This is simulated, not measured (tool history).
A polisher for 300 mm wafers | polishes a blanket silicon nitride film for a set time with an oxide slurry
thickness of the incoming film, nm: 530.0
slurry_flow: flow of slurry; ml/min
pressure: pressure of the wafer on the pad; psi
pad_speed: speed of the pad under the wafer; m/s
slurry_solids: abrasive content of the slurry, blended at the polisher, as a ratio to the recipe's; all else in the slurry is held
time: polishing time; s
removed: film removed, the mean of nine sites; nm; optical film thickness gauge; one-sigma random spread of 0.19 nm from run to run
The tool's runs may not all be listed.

run	day	slurry_flow	pressure	pad_speed	slurry_solids	time	removed
1	0.000	215	3.3	1.14	1.0	69	35.885
2	0.288	215	3.8	1.14	1.0	69	40.907
3	0.421	215	3.8	1.42	1.0	69	49.605
4	0.775	210	3.1	1.34	1.0	69	37.946
5	1.050	210	3.1	1.34	1.0	73	40.747
6	1.338	205	2.6	1.26	1.0	73	32.343
7	1.454	200	2.3	1.24	1.0	73	28.406

Run 8 comes next. What will it give?
8	1.708	190	2.1	1.24	1.0	73	?

removed: 25.821 nm

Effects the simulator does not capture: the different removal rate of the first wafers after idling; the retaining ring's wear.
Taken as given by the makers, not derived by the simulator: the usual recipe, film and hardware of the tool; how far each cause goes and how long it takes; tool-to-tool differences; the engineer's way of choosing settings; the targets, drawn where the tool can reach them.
